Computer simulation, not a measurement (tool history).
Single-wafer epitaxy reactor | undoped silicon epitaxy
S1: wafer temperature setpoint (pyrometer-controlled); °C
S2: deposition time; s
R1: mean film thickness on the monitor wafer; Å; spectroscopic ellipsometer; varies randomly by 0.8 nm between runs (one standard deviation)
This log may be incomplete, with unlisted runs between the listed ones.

run 1 day=0.000 | S1=650 S2=556 | R1=1057.20
run 2 day=0.362 | S1=656 S2=558 | R1=1196.40
run 3 day=0.592 | S1=648 S2=558 | R1=1025.90
run 4 day=0.712 | S1=638 S2=558 | R1=846.36
run 5 day=0.950 | S1=642 S2=558 | R1=917.02
run 6 day=1.175 | S1=642 S2=588 | R1=961.22
run 7 day=1.338 | S1=651 S2=591 | R1=1148.00

Run 8 has not been measured yet. What should we expect?
-- day=1.383 pyrometer calibrated
run 8 day=1.383 | S1=663 S2=597 | R1=?

{"run 8": {"R1": 1380.1}}
